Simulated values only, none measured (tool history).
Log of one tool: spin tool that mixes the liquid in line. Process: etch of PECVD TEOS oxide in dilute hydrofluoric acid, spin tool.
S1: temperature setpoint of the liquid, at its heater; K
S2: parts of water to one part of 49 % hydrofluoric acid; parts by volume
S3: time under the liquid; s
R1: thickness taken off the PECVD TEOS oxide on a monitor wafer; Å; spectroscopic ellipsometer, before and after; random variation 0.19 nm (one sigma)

| run | hour | S1 | S2 | S3 | R1 |
|---|---|---|---|---|---|
| 1 | 0.0 | 298.15 | 75 | 130 | 380.94 |
| 2 | 5.4 | 296.15 | 80 | 130 | 327.36 |
| 3 | 9.5 | 294.65 | 80 | 130 | 308.85 |
| 4 | 17.8 | 293.65 | 80 | 130 | 297.25 |
| 5 | 23.5 | 293.65 | 80 | 135 | 308.10 |
| 6 | 32.1 | 292.65 | 80 | 135 | 298.61 |
| 7 | 33.3 | 292.15 | 80 | 135 | 288.97 |
| 8 | 36.6 | 291.65 | 80 | 135 | 283.44 |
| 9 | 38.1 | 291.15 | 80 | 135 | 279.29 |

Run 10 comes next. What will it give?
| 10 | 43.7 | 290.65 | 80 | 135 | ? |

R1: 276.86 Å
